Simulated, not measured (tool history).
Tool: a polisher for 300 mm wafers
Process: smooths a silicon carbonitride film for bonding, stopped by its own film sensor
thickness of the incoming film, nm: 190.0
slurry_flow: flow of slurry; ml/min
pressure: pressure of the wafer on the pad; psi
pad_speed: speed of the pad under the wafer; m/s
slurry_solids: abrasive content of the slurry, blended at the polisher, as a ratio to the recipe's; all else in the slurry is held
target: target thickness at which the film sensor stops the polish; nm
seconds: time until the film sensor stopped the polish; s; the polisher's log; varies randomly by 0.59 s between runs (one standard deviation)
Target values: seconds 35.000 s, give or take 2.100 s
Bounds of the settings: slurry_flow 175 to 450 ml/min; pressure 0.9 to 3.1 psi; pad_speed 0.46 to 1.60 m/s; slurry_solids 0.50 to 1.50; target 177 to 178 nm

| run | day | slurry_flow | pressure | pad_speed | slurry_solids | target | seconds |
|---|---|---|---|---|---|---|---|
| 1 | 0.000 | 290 | 2.0 | 1.02 | 1.00 | 177 | 49.502 |
| 2 | 0.342 | 290 | 2.0 | 1.02 | 0.90 | 177 | 50.534 |
| 3 | 0.379 | 290 | 2.2 | 1.04 | 0.90 | 177 | 45.571 |
| 4 | 0.546 | 265 | 2.2 | 1.04 | 0.90 | 177 | 47.152 |
| 5 | 0.762 | 275 | 2.3 | 1.04 | 0.90 | 177 | 42.370 |
| 6 | 0.800 | 310 | 2.3 | 1.04 | 0.90 | 177 | 44.262 |
| 7 | 0.900 | 310 | 2.3 | 1.04 | 0.90 | 177 | 43.846 |
| 8 | 1.067 | 310 | 2.4 | 1.04 | 0.90 | 177 | 41.556 |
| 9 | 1.388 | 310 | 2.5 | 1.04 | 0.90 | 177 | 40.819 |

Which of these 4 next moves meets every target?
| A | 1.708 | 290 | 2.3 | 1.00 | 0.85 | 177 | ? |
| B | 1.708 | 315 | 2.1 | 1.24 | 1.05 | 178 | ? |
| C | 1.708 | 310 | 2.4 | 0.98 | 0.90 | 177 | ? |
| D | 1.708 | 300 | 2.6 | 0.98 | 0.70 | 178 | ? |

| move | seconds |
|---|---|
| A | 45.259 |
| B | 35.031 |
| C | 42.859 |
| D | 40.858 |
A: its largest miss is bigger than the last run's
B: all results in spec
C: its largest miss is bigger than the last run's
D: no nearer and no further than the last run
B meets every target.

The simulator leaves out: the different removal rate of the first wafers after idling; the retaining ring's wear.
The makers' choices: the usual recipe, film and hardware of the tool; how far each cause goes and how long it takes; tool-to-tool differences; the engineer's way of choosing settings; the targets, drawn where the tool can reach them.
